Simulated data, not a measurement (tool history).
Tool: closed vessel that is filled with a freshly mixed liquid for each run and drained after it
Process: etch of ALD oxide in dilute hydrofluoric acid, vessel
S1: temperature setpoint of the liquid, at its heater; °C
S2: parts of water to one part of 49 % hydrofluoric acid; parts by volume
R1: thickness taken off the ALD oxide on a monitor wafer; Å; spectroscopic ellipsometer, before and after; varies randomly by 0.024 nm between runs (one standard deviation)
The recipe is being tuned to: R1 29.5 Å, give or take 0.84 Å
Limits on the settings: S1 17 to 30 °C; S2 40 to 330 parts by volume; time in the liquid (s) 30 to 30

Run 1, hour 0: S1 22 °C, S2 185 parts by volume, time in the liquid (s) 30. Result: R1 24.385 Å.
Run 2, hour 0.9: S1 24 °C, S2 185 parts by volume, time in the liquid (s) 30. Result: R1 26.231 Å.
Run 3, hour 7.8: S1 25 °C, S2 185 parts by volume, time in the liquid (s) 30. Result: R1 27.129 Å.
Run 4, hour 15.3: S1 25 °C, S2 165 parts by volume, time in the liquid (s) 30. Result: R1 31.047 Å.
Run 5, hour 17.7: S1 21.5 °C, S2 165 parts by volume, time in the liquid (s) 30. Result: R1 26.867 Å.
Run 6, hour 22.8: S1 21.5 °C, S2 225 parts by volume, time in the liquid (s) 30. Result: R1 18.712 Å.
Run 7, hour 24: S1 21.5 °C, S2 225 parts by volume, time in the liquid (s) 30. Result: R1 18.666 Å.
Run 8, hour 26.4: S1 24 °C, S2 215 parts by volume, time in the liquid (s) 30. Result: R1 21.8 Å.

Below are 5 possible settings for the next run. Only one of them brings all results inside the allowed miss of their targets. Which is it?
Run A, hour 28.8: S1 22 °C, S2 140 parts by volume, time in the liquid (s) 30. Result: R1 ?.
Run B, hour 28.8: S1 24.5 °C, S2 170 parts by volume, time in the liquid (s) 30. Result: R1 ?.
Run C, hour 28.8: S1 22.5 °C, S2 185 parts by volume, time in the liquid (s) 30. Result: R1 ?.
Run D, hour 28.8: S1 23 °C, S2 140 parts by volume, time in the liquid (s) 30. Result: R1 ?.
Run E, hour 28.8: S1 23 °C, S2 170 parts by volume, time in the liquid (s) 30. Result: R1 ?.

move      R1
   A  33.261
   B  29.158
   C  24.443
   D  34.587
   E  27.551
A: moves the result that the last run missed by most past its target, out the other side
B: every result lands within tolerance
C: better than the last run, though not everything is in spec
D: moves the result that the last run missed by most past its target, out the other side
E: better than the last run, though not everything is in spec
Answer: B

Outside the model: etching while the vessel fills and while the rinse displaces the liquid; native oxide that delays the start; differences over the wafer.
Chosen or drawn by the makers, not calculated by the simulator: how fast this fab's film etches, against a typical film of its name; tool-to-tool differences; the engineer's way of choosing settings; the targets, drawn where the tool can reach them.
